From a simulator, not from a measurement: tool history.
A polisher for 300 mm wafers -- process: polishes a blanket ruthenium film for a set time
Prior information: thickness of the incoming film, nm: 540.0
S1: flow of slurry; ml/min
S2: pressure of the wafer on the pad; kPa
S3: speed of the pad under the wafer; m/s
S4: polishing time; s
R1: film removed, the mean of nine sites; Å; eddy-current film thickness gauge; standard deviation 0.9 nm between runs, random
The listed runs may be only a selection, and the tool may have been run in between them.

| run | hour | S1 | S2 | S3 | S4 | R1 |
|---|---|---|---|---|---|---|
| 1 | 0 | 185 | 15.2 | 0.76 | 63 | 551.66 |
| 2 | 1.6 | 185 | 15.2 | 0.76 | 63 | 550.67 |
| 3 | 8.9 | 185 | 15.2 | 0.76 | 66 | 582.68 |
| 4 | 15.2 | 185 | 15.2 | 0.64 | 66 | 501.82 |
| 5 | 19.4 | 165 | 15.2 | 0.64 | 66 | 483.51 |
| 6 | 25.4 | 165 | 15.2 | 0.72 | 66 | 538.28 |
| 7 | 27.1 | 180 | 15.9 | 0.72 | 66 | 566.73 |

Expected results for the next run?
| 8 | 32.1 | 190 | 16.5 | 0.72 | 66 | ? |

Run 8 produced R1 590.66 Å.
